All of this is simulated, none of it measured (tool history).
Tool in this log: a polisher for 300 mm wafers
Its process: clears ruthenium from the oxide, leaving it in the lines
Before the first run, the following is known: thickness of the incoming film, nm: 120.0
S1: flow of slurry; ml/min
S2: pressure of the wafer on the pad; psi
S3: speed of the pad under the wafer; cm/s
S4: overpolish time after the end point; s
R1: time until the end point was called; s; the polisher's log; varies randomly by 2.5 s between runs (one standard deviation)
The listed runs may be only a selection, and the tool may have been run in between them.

Run 1, day 0: S1 200 ml/min, S2 2.1 psi, S3 98 cm/s, S4 10 s. Result: R1 109.24 s.
Run 2, day 0.071: S1 200 ml/min, S2 2.1 psi, S3 98 cm/s, S4 10 s. Result: R1 109.28 s.
Run 3, day 0.404: S1 200 ml/min, S2 2.1 psi, S3 122 cm/s, S4 10 s. Result: R1 91.726 s.
Run 4, day 0.608: S1 195 ml/min, S2 1.8 psi, S3 112 cm/s, S4 10 s. Result: R1 112.87 s.
Run 5, day 0.917: S1 195 ml/min, S2 1.8 psi, S3 126 cm/s, S4 10 s. Result: R1 103.74 s.
Run 6, day 1.104: S1 190 ml/min, S2 1.6 psi, S3 116 cm/s, S4 10 s. Result: R1 123.37 s.

For run 7, what comes out?
Run 7, day 1.454: S1 185 ml/min, S2 1.4 psi, S3 108 cm/s, S4 10 s. Result: R1 ?.

Run 7 produced R1 149.9 s.
